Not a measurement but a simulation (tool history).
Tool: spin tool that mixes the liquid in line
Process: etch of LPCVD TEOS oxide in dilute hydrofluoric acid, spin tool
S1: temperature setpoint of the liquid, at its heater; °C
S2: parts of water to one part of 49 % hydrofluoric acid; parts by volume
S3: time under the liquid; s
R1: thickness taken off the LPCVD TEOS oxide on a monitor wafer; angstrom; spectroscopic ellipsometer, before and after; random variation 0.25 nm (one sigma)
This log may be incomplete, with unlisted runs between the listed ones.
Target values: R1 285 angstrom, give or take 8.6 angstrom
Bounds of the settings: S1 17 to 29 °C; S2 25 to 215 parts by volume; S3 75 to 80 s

run 1 hour=0 | S1=21 S2=120 S3=75 | R1=132.57
run 2 hour=6.3 | S1=21 S2=120 S3=80 | R1=139.89
run 3 hour=14.1 | S1=22.5 S2=110 S3=80 | R1=163.92
run 4 hour=15.5 | S1=21 S2=110 S3=80 | R1=157.23
run 5 hour=18.4 | S1=21 S2=110 S3=75 | R1=147.46
run 6 hour=24.8 | S1=22 S2=100 S3=75 | R1=170.52
run 7 hour=27.5 | S1=23 S2=95 S3=75 | R1=186.27
run 8 hour=32.7 | S1=24 S2=90 S3=75 | R1=206.37
run 9 hour=40.3 | S1=25 S2=90 S3=75 | R1=214.63

Exactly one of the 4 candidate moves below puts every result within its allowed miss. Which one?
run A hour=47.9 | S1=29 S2=80 S3=80 | R1=?
run B hour=47.9 | S1=23.5 S2=65 S3=80 | R1=?
run C hour=47.9 | S1=25.5 S2=75 S3=80 | R1=?
run D hour=47.9 | S1=21.5 S2=60 S3=80 | R1=?

move=A R1=304.95
move=B R1=307.94
move=C R1=285.56
move=D R1=309.12
A: takes the result that was furthest off past its target
B: takes the result that was furthest off past its target
C: each result inside its tolerance
D: takes the result that was furthest off past its target
Move C is the one to make.
